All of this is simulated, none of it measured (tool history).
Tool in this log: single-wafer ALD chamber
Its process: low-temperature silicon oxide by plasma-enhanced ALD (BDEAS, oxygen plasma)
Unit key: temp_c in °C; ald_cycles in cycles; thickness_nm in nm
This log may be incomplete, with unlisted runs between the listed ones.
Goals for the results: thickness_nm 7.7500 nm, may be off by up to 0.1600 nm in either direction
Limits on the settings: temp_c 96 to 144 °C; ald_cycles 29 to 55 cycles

{"run": 1, "hour": 0.0, "temp_c": 120, "ald_cycles": 42, "thickness_nm": 6.2594}
{"run": 2, "hour": 0.7, "temp_c": 119, "ald_cycles": 44, "thickness_nm": 6.597}
{"run": 3, "hour": 6.8, "temp_c": 118, "ald_cycles": 45, "thickness_nm": 6.6799}
{"run": 4, "hour": 7.5, "temp_c": 118, "ald_cycles": 47, "thickness_nm": 6.9996}
{"run": 5, "hour": 10.6, "temp_c": 108, "ald_cycles": 47, "thickness_nm": 7.1386}
{"run": 6, "hour": 14.8, "temp_c": 98, "ald_cycles": 47, "thickness_nm": 7.3821}
{"run": 7, "hour": 21.3, "temp_c": 98, "ald_cycles": 47, "thickness_nm": 7.3974}
{"run": 8, "hour": 22.1, "temp_c": 97, "ald_cycles": 48, "thickness_nm": 7.5719}

5 next moves are on the table. One of them brings every result within its allowed miss. Which?
{"run": "A", "hour": 22.9, "temp_c": 106, "ald_cycles": 48, "thickness_nm": "?"}
{"run": "B", "hour": 22.9, "temp_c": 101, "ald_cycles": 48, "thickness_nm": "?"}
{"run": "C", "hour": 22.9, "temp_c": 96, "ald_cycles": 49, "thickness_nm": "?"}
{"run": "D", "hour": 22.9, "temp_c": 105, "ald_cycles": 47, "thickness_nm": "?"}
{"run": "E", "hour": 22.9, "temp_c": 97, "ald_cycles": 47, "thickness_nm": "?"}

move=A thickness_nm=7.4154
move=B thickness_nm=7.5146
move=C thickness_nm=7.8281
move=D thickness_nm=7.2760
move=E thickness_nm=7.4785
A: further off than the last run
B: further off than the last run
C: in spec on every target
D: further off than the last run
E: further off than the last run
So the answer is move C, the one that meets all the targets.
